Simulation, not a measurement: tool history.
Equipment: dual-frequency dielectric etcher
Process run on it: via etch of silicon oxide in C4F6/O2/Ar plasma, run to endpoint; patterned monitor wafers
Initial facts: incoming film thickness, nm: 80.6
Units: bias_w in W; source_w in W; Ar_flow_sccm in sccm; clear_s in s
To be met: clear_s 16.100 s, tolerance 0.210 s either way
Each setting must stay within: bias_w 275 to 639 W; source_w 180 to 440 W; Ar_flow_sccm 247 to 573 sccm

run    day  bias_w  source_w  Ar_flow_sccm  clear_s
  1  0.000     457       310           410   19.650
  2  0.304     486       320           408   18.825
  3  0.496     486       340           408   18.388
  4  0.671     457       340           408   18.771
     0.854  -- bias power generator calibrated
  5  0.854     396       340           408   19.817
  6  1.221     396       310           408   20.840
  7  1.408     435       310           407   20.142
  8  1.529     435       310           407   20.000

Pick the move, out of 5, that brings all results within their allowed miss; only one does.
  A  1.650     433       370           384        ?
  B  1.650     584       440           389        ?
  C  1.650     557       390           350        ?
  D  1.650     530       380           374        ?
  E  1.650     551       350           427        ?

move  clear_s
   A   18.337
   B   15.272
   C   16.195
   D   16.823
   E   17.533
A: gains on the last run, yet a result remains outside its allowed miss
B: moves the result that the last run missed by most past its target, out the other side
C: all results in spec
D: gains on the last run, yet a result remains outside its allowed miss
E: gains on the last run, yet a result remains outside its allowed miss
Go with C: it meets all targets.
